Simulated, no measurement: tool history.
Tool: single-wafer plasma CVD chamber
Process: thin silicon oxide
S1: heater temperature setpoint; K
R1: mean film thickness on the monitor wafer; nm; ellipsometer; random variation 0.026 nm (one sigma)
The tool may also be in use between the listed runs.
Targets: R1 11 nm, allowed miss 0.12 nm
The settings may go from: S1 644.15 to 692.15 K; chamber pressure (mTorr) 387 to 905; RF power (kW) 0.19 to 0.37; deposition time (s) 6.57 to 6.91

run 1 hour=0 | S1=668.15 chamber_pressure_(mTorr)=646 RF_power_(kW)=0.28 deposition_time_(s)=6.91 | R1=9.2257
run 2 hour=6.6 | S1=668.15 chamber_pressure_(mTorr)=549 RF_power_(kW)=0.28 deposition_time_(s)=6.91 | R1=8.2036
run 3 hour=14.1 | S1=668.15 chamber_pressure_(mTorr)=612 RF_power_(kW)=0.28 deposition_time_(s)=6.91 | R1=8.8993
run 4 hour=21.7 | S1=668.15 chamber_pressure_(mTorr)=612 RF_power_(kW)=0.26 deposition_time_(s)=6.91 | R1=8.5212
run 5 hour=24.9 | S1=668.15 chamber_pressure_(mTorr)=649 RF_power_(kW)=0.26 deposition_time_(s)=6.91 | R1=8.9229
run 6 hour=32 | S1=668.15 chamber_pressure_(mTorr)=649 RF_power_(kW)=0.245 deposition_time_(s)=6.91 | R1=8.6406
run 7 hour=39.1 | S1=668.15 chamber_pressure_(mTorr)=684 RF_power_(kW)=0.245 deposition_time_(s)=6.91 | R1=8.9606
run 8 hour=44 | S1=668.15 chamber_pressure_(mTorr)=716 RF_power_(kW)=0.245 deposition_time_(s)=6.91 | R1=9.3051
run 9 hour=47.4 | S1=668.15 chamber_pressure_(mTorr)=743 RF_power_(kW)=0.245 deposition_time_(s)=6.91 | R1=9.5334
run 10 hour=50 | S1=668.15 chamber_pressure_(mTorr)=865 RF_power_(kW)=0.245 deposition_time_(s)=6.91 | R1=10.635
run 11 hour=56.2 | S1=668.15 chamber_pressure_(mTorr)=872 RF_power_(kW)=0.245 deposition_time_(s)=6.91 | R1=10.673
run 12 hour=57.4 | S1=668.15 chamber_pressure_(mTorr)=878 RF_power_(kW)=0.245 deposition_time_(s)=6.91 | R1=10.72
run 13 hour=64.2 | S1=668.15 chamber_pressure_(mTorr)=883 RF_power_(kW)=0.245 deposition_time_(s)=6.91 | R1=10.774
run 14 hour=66.4 | S1=668.15 chamber_pressure_(mTorr)=887 RF_power_(kW)=0.245 deposition_time_(s)=6.91 | R1=10.799

Which of these 5 next moves meets every target?
run A hour=68.6 | S1=654.15 chamber_pressure_(mTorr)=904 RF_power_(kW)=0.23 deposition_time_(s)=6.91 | R1=?
run B hour=68.6 | S1=667.15 chamber_pressure_(mTorr)=905 RF_power_(kW)=0.245 deposition_time_(s)=6.91 | R1=?
run C hour=68.6 | S1=665.15 chamber_pressure_(mTorr)=897 RF_power_(kW)=0.26 deposition_time_(s)=6.91 | R1=?
run D hour=68.6 | S1=664.15 chamber_pressure_(mTorr)=905 RF_power_(kW)=0.275 deposition_time_(s)=6.66 | R1=?
run E hour=68.6 | S1=668.15 chamber_pressure_(mTorr)=824 RF_power_(kW)=0.275 deposition_time_(s)=6.76 | R1=?

move=A R1=10.665
move=B R1=10.947
move=C R1=11.235
move=D R1=11.213
move=E R1=10.64
A: further off than the last run
B: meets every target
C: takes the result that was furthest off past its target
D: takes the result that was furthest off past its target
E: further off than the last run
Move B is the one to make.
